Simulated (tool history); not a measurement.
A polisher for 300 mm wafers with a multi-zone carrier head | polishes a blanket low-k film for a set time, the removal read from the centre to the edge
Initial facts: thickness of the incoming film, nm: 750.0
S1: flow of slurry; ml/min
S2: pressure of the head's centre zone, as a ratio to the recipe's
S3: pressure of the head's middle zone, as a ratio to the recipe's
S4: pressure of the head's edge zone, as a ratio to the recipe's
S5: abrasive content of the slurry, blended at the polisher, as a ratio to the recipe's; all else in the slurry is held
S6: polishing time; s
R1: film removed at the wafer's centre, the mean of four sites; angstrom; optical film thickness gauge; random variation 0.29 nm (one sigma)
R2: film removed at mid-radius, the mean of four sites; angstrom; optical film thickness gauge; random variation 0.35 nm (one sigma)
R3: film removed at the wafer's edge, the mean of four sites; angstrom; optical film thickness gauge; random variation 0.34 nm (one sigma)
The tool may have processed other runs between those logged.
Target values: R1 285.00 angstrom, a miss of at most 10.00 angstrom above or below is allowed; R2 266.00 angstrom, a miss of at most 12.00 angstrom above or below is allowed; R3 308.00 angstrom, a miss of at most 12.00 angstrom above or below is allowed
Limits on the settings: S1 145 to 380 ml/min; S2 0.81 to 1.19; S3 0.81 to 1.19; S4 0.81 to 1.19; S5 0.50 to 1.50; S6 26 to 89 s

{"run": 1, "hour": 0.0, "S1": 245, "S2": 1.0, "S3": 1.0, "S4": 1.0, "S5": 1.0, "S6": 57, "R1": 235.43, "R2": 232.45, "R3": 239.7}
{"run": 2, "hour": 4.3, "S1": 245, "S2": 1.0, "S3": 1.0, "S4": 1.0, "S5": 1.0, "S6": 44, "R1": 179.69, "R2": 180.67, "R3": 188.97}
{"run": 3, "hour": 7.9, "S1": 245, "S2": 0.93, "S3": 1.0, "S4": 1.0, "S5": 1.0, "S6": 44, "R1": 173.27, "R2": 185.97, "R3": 186.85}
{"run": 4, "hour": 14.8, "S1": 245, "S2": 0.95, "S3": 1.0, "S4": 1.02, "S5": 1.05, "S6": 45, "R1": 184.02, "R2": 196.58, "R3": 196.57}
{"run": 5, "hour": 16.1, "S1": 240, "S2": 0.95, "S3": 0.98, "S4": 1.04, "S5": 1.1, "S6": 46, "R1": 193.55, "R2": 201.72, "R3": 211.1}
{"run": 6, "hour": 23.6, "S1": 240, "S2": 0.92, "S3": 0.98, "S4": 1.04, "S5": 1.1, "S6": 46, "R1": 184.04, "R2": 199.91, "R3": 213.33}
{"run": 7, "hour": 27.4, "S1": 240, "S2": 0.94, "S3": 0.98, "S4": 1.05, "S5": 1.15, "S6": 47, "R1": 198.31, "R2": 209.75, "R3": 227.04}
{"run": 8, "hour": 28.8, "S1": 245, "S2": 0.96, "S3": 0.99, "S4": 1.06, "S5": 1.2, "S6": 47, "R1": 211.86, "R2": 216.39, "R3": 234.9}
{"run": 9, "hour": 36.8, "S1": 245, "S2": 0.97, "S3": 1.0, "S4": 1.07, "S5": 1.25, "S6": 47, "R1": 214.3, "R2": 227.43, "R3": 238.34}
{"run": 10, "hour": 37.6, "S1": 245, "S2": 0.98, "S3": 1.0, "S4": 1.08, "S5": 1.3, "S6": 47, "R1": 221.48, "R2": 228.01, "R3": 242.83}
{"run": 11, "hour": 45.6, "S1": 250, "S2": 0.99, "S3": 1.0, "S4": 1.09, "S5": 1.35, "S6": 47, "R1": 234.68, "R2": 237.4, "R3": 249.67}
{"run": 12, "hour": 48.6, "S1": 250, "S2": 0.99, "S3": 0.99, "S4": 1.1, "S5": 1.35, "S6": 47, "R1": 230.18, "R2": 232.51, "R3": 245.57}
{"run": 13, "hour": 50.1, "S1": 245, "S2": 0.99, "S3": 0.98, "S4": 1.1, "S5": 1.35, "S6": 48, "R1": 235.17, "R2": 230.55, "R3": 254.24}
{"run": 14, "hour": 50.8, "S1": 245, "S2": 0.99, "S3": 0.98, "S4": 1.11, "S5": 1.35, "S6": 49, "R1": 242.06, "R2": 236.42, "R3": 258.18}
{"run": 15, "hour": 52.9, "S1": 245, "S2": 0.99, "S3": 0.98, "S4": 1.12, "S5": 1.35, "S6": 50, "R1": 242.55, "R2": 243.12, "R3": 267.25}

Pick the move, out of 4, that brings all results within their allowed miss; only one does.
{"run": "A", "hour": 55.0, "S1": 215, "S2": 1.12, "S3": 0.98, "S4": 1.11, "S5": 1.4, "S6": 53, "R1": "?", "R2": "?", "R3": "?"}
{"run": "B", "hour": 55.0, "S1": 280, "S2": 1.18, "S3": 1.02, "S4": 1.03, "S5": 1.4, "S6": 44, "R1": "?", "R2": "?", "R3": "?"}
{"run": "C", "hour": 55.0, "S1": 265, "S2": 1.01, "S3": 0.95, "S4": 1.17, "S5": 1.1, "S6": 63, "R1": "?", "R2": "?", "R3": "?"}
{"run": "D", "hour": 55.0, "S1": 220, "S2": 1.03, "S3": 0.82, "S4": 1.06, "S5": 1.45, "S6": 54, "R1": "?", "R2": "?", "R3": "?"}

move=A R1=292.83 R2=256.87 R3=287.29
move=B R1=266.32 R2=228.32 R3=235.73
move=C R1=285.35 R2=269.99 R3=316.20
move=D R1=279.25 R2=230.20 R3=291.84
A: meets the target for the result that was furthest off, but another lies outside its allowed miss
B: further off than the last run
C: hits every target within its allowed miss
D: meets the target for the result that was furthest off, but another lies outside its allowed miss
So the answer is move C, the one that meets all the targets.
